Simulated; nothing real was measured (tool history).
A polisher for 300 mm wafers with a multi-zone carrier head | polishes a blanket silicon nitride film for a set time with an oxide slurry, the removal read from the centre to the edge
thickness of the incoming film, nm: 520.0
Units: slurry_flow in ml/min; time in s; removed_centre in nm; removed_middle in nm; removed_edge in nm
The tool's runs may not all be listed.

run 1 hour=0.0 | slurry_flow=235 centre_zone=1.00 middle_zone=1.00 edge_zone=1.00 slurry_solids=1.00 time=43 | removed_centre=32.333 removed_middle=32.488 removed_edge=32.113
run 2 hour=4.2 | slurry_flow=235 centre_zone=1.00 middle_zone=1.00 edge_zone=1.00 slurry_solids=1.00 time=34 | removed_centre=25.661 removed_middle=25.487 removed_edge=25.750
run 3 hour=5.7 | slurry_flow=260 centre_zone=1.00 middle_zone=1.00 edge_zone=1.00 slurry_solids=1.00 time=34 | removed_centre=26.129 removed_middle=26.096 removed_edge=25.417
run 4 hour=12.0 | slurry_flow=260 centre_zone=1.00 middle_zone=1.03 edge_zone=1.00 slurry_solids=1.00 time=34 | removed_centre=25.943 removed_middle=26.166 removed_edge=25.790
run 5 hour=19.1 | slurry_flow=265 centre_zone=0.99 middle_zone=1.00 edge_zone=0.98 slurry_solids=0.90 time=34 | removed_centre=24.916 removed_middle=24.900 removed_edge=24.546
run 6 hour=24.0 | slurry_flow=265 centre_zone=0.99 middle_zone=1.08 edge_zone=0.98 slurry_solids=0.90 time=34 | removed_centre=24.525 removed_middle=26.802 removed_edge=24.489
run 7 hour=32.6 | slurry_flow=240 centre_zone=0.96 middle_zone=0.98 edge_zone=0.88 slurry_solids=0.65 time=31 | removed_centre=19.128 removed_middle=19.873 removed_edge=18.455
run 8 hour=41.2 | slurry_flow=235 centre_zone=0.96 middle_zone=0.97 edge_zone=0.88 slurry_solids=0.65 time=31 | removed_centre=19.012 removed_middle=19.328 removed_edge=18.369
run 9 hour=41.9 | slurry_flow=230 centre_zone=0.96 middle_zone=0.97 edge_zone=0.88 slurry_solids=0.65 time=31 | removed_centre=18.930 removed_middle=19.161 removed_edge=18.615

Forecast run 10:
run 10 hour=50.8 | slurry_flow=230 centre_zone=0.96 middle_zone=0.97 edge_zone=0.87 slurry_solids=0.65 time=31 | removed_centre=? removed_middle=? removed_edge=?

Run 10 gave removed_centre 19.135 nm, removed_middle 19.392 nm, removed_edge 18.401 nm.
